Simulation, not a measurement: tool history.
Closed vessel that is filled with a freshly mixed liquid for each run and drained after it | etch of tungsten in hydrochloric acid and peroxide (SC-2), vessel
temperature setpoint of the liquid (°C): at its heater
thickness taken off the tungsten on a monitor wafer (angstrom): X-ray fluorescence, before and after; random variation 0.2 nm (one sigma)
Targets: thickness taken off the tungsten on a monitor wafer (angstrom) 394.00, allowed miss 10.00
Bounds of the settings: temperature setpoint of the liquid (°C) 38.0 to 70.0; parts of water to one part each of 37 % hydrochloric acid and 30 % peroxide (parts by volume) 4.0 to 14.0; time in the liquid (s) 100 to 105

| run | hour | temperature setpoint of the liquid (°C) | parts of water to one part each of 37 % hydrochloric acid and 30 % peroxide (parts by volume) | time in the liquid (s) | thickness taken off the tungsten on a monitor wafer (angstrom) |
|---|---|---|---|---|---|
| 1 | 0.0 | 54.0 | 7.5 | 100 | 594.85 |
| 2 | 1.8 | 53.0 | 7.5 | 100 | 558.21 |
| 3 | 7.5 | 60.0 | 7.5 | 100 | 874.54 |
| 4 | 16.4 | 58.5 | 7.5 | 100 | 791.62 |
| 5 | 24.5 | 53.0 | 7.5 | 100 | 557.76 |
| 6 | 31.2 | 52.5 | 7.5 | 100 | 538.74 |
| 7 | 32.3 | 52.0 | 7.5 | 100 | 518.92 |
| 8 | 37.5 | 51.5 | 7.5 | 100 | 502.97 |
| 9 | 45.9 | 51.0 | 7.5 | 100 | 494.48 |
| 10 | 49.2 | 50.5 | 7.5 | 100 | 470.72 |
| 11 | 54.4 | 50.0 | 7.5 | 100 | 459.77 |
| 12 | 56.9 | 47.0 | 7.5 | 100 | 373.33 |

4 next moves are on the table. One of them brings every result within its allowed miss. Which?
| A | 59.4 | 47.0 | 8.0 | 100 | ? |
| B | 59.4 | 44.5 | 6.0 | 105 | ? |
| C | 59.4 | 46.0 | 7.0 | 100 | ? |
| D | 59.4 | 44.5 | 6.5 | 100 | ? |

| move | thickness taken off the tungsten on a monitor wafer (angstrom) |
|---|---|
| A | 352.24 |
| B | 389.58 |
| C | 365.59 |
| D | 349.21 |
A: further off than the last run
B: meets every target
C: further off than the last run
D: further off than the last run
The right move is B.
